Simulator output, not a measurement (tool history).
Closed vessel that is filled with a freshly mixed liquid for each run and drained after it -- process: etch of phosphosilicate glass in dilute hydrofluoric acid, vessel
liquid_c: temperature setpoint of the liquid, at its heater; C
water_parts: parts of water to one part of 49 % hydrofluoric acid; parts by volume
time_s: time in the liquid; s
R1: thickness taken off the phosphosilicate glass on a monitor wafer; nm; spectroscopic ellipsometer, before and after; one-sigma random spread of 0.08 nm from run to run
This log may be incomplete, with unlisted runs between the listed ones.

Run 1, hour 0.0: liquid_c 21.0 C, water_parts 290 parts by volume, time_s 30 s. Result: R1 8.3661 nm.
Run 2, hour 6.9: liquid_c 22.0 C, water_parts 290 parts by volume, time_s 30 s. Result: R1 8.6729 nm.
Run 3, hour 13.6: liquid_c 22.5 C, water_parts 290 parts by volume, time_s 30 s. Result: R1 8.9068 nm.
Run 4, hour 21.1: liquid_c 20.5 C, water_parts 290 parts by volume, time_s 30 s. Result: R1 8.2727 nm.
Run 5, hour 27.4: liquid_c 20.5 C, water_parts 290 parts by volume, time_s 30 s. Result: R1 8.2698 nm.
Run 6, hour 29.0: liquid_c 20.5 C, water_parts 190 parts by volume, time_s 30 s. Result: R1 13.8560 nm.
Run 7, hour 34.9: liquid_c 20.0 C, water_parts 190 parts by volume, time_s 30 s. Result: R1 13.5490 nm.
Run 8, hour 37.6: liquid_c 19.5 C, water_parts 190 parts by volume, time_s 30 s. Result: R1 13.3030 nm.

The next listed run, before its measurement:
Run 9, hour 45.4: liquid_c 18.0 C, water_parts 200 parts by volume, time_s 30 s. Result: R1 ?.

{"run 9": {"R1": 11.691}}
